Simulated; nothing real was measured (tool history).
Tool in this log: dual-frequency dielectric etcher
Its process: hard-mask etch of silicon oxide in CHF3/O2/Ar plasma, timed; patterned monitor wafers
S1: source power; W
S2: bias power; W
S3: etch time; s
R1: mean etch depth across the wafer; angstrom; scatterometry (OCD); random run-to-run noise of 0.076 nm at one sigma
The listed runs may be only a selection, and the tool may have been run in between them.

| run | hour | S1 | S2 | S3 | R1 |
|---|---|---|---|---|---|
| 1 | 0.0 | 520 | 195 | 16.0 | 311.00 |
| 2 | 5.8 | 550 | 196 | 16.0 | 317.85 |
| 3 | 6.5 | 500 | 196 | 16.0 | 305.02 |
| 4 | 8.7 | 530 | 197 | 16.0 | 314.82 |
| 5 | 17.4 | 530 | 197 | 16.0 | 313.73 |
| 6 | 17.9 | 530 | 197 | 16.0 | 314.08 |
| 7 | 19.5 | 550 | 198 | 16.0 | 318.14 |

What will run 8 give?
| 8 | 21.7 | 570 | 199 | 16.0 | ? |

{"run 8": {"R1": 324.6}}
